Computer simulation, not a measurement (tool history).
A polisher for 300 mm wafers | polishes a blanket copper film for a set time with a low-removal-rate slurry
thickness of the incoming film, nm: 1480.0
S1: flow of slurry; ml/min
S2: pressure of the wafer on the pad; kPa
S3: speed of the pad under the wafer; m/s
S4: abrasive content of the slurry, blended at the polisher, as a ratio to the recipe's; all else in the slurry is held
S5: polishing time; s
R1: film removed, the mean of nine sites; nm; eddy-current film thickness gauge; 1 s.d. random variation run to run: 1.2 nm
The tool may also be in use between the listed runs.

{"run": 1, "hour": 0.0, "S1": 145, "S2": 23.4, "S3": 0.88, "S4": 1.0, "S5": 48, "R1": 133.22}
{"run": 2, "hour": 6.6, "S1": 165, "S2": 23.4, "S3": 0.88, "S4": 1.0, "S5": 48, "R1": 135.5}
{"run": 3, "hour": 9.6, "S1": 165, "S2": 26.2, "S3": 0.88, "S4": 1.0, "S5": 48, "R1": 150.94}
{"run": 4, "hour": 15.4, "S1": 165, "S2": 25.5, "S3": 0.88, "S4": 1.0, "S5": 48, "R1": 147.92}
{"run": 5, "hour": 17.8, "S1": 165, "S2": 24.8, "S3": 0.88, "S4": 1.0, "S5": 48, "R1": 145.4}
{"run": 6, "hour": 23.2, "S1": 165, "S2": 24.8, "S3": 0.88, "S4": 0.8, "S5": 48, "R1": 136.68}
{"run": 7, "hour": 30.3, "S1": 165, "S2": 24.1, "S3": 0.88, "S4": 0.8, "S5": 48, "R1": 132.11}
{"run": 8, "hour": 34.7, "S1": 165, "S2": 23.4, "S3": 0.88, "S4": 0.8, "S5": 48, "R1": 130.05}
{"run": 9, "hour": 35.7, "S1": 165, "S2": 22.8, "S3": 0.88, "S4": 0.8, "S5": 48, "R1": 125.19}

Estimate the outcome of run 10 from the log above:
{"run": 10, "hour": 36.6, "S1": 160, "S2": 21.4, "S3": 0.88, "S4": 0.8, "S5": 48, "R1": "?"}

Run 10 came out at R1 117.61 nm.
